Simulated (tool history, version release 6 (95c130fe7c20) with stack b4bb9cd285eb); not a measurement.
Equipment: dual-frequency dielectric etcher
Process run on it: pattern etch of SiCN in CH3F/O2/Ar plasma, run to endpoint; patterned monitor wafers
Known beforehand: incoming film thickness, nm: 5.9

run	hour	source power (kW)	bias power (kW)	endpoint time (s)
1	0	0.35	0.086	17.915
2	7.4	0.35	0.096	17.23
3	11.5	0.36	0.097	17.158
4	16.3	0.33	0.097	17.566
5	24.1	0.33	0.082	18.928
6	27.9	0.34	0.083	18.241

Run 7 is up next; what results do you expect?
7	34.9	0.35	0.084	?

Run 7 yielded endpoint time (s) 18.167.

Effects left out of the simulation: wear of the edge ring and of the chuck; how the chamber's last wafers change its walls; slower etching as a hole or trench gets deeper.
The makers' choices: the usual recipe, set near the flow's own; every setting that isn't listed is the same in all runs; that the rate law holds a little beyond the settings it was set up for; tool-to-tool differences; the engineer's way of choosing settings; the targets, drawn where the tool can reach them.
